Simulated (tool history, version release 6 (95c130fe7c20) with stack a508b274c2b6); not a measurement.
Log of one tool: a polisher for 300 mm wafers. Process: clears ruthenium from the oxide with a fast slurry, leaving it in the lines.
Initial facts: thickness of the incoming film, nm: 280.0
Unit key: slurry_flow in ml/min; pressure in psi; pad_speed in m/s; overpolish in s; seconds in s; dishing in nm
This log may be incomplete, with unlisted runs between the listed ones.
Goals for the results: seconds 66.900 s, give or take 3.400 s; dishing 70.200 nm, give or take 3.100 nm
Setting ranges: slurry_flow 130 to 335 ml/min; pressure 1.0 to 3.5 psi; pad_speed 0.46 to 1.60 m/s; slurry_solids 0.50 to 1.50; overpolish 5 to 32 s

run 1 hour=0.0 | slurry_flow=215 pressure=2.2 pad_speed=1.02 slurry_solids=1.00 overpolish=16 | seconds=105.210 dishing=32.240
run 2 hour=1.3 | slurry_flow=215 pressure=2.4 pad_speed=1.02 slurry_solids=1.00 overpolish=17 | seconds=97.962 dishing=36.647
run 3 hour=7.5 | slurry_flow=215 pressure=2.4 pad_speed=1.02 slurry_solids=0.80 overpolish=17 | seconds=105.690 dishing=32.903
run 4 hour=16.4 | slurry_flow=215 pressure=2.5 pad_speed=1.04 slurry_solids=0.85 overpolish=18 | seconds=95.713 dishing=37.359
run 5 hour=22.4 | slurry_flow=215 pressure=2.6 pad_speed=1.04 slurry_solids=0.90 overpolish=19 | seconds=91.446 dishing=41.399
run 6 hour=25.1 | slurry_flow=215 pressure=2.7 pad_speed=1.04 slurry_solids=0.90 overpolish=20 | seconds=89.259 dishing=44.681
run 7 hour=31.3 | slurry_flow=215 pressure=2.8 pad_speed=1.04 slurry_solids=0.90 overpolish=21 | seconds=85.879 dishing=47.267
run 8 hour=31.8 | slurry_flow=215 pressure=2.9 pad_speed=1.04 slurry_solids=0.90 overpolish=22 | seconds=81.762 dishing=50.633
run 9 hour=38.4 | slurry_flow=215 pressure=3.0 pad_speed=1.04 slurry_solids=0.90 overpolish=23 | seconds=79.689 dishing=53.274
run 10 hour=44.5 | slurry_flow=215 pressure=3.5 pad_speed=1.06 slurry_solids=0.90 overpolish=27 | seconds=67.655 dishing=68.291

Of the 5 settings listed for the next run, only one would bring every result within its allowed miss of target. Which one?
run A hour=50.6 | slurry_flow=220 pressure=3.5 pad_speed=1.14 slurry_solids=0.80 overpolish=24 | seconds=? dishing=?
run B hour=50.6 | slurry_flow=145 pressure=3.5 pad_speed=1.52 slurry_solids=0.55 overpolish=28 | seconds=? dishing=?
run C hour=50.6 | slurry_flow=200 pressure=3.5 pad_speed=1.14 slurry_solids=0.90 overpolish=22 | seconds=? dishing=?
run D hour=50.6 | slurry_flow=235 pressure=3.2 pad_speed=1.04 slurry_solids=0.95 overpolish=26 | seconds=? dishing=?
run E hour=50.6 | slurry_flow=210 pressure=3.5 pad_speed=1.04 slurry_solids=0.85 overpolish=27 | seconds=? dishing=?

move=A seconds=65.437 dishing=62.214
move=B seconds=64.790 dishing=69.123
move=C seconds=62.391 dishing=60.591
move=D seconds=71.058 dishing=62.116
move=E seconds=69.754 dishing=64.461
A: misses by more than the last run did
B: every result within its allowed miss
C: misses by more than the last run did
D: misses by more than the last run did
E: misses by more than the last run did
B is the move that brings every result within its allowed miss.
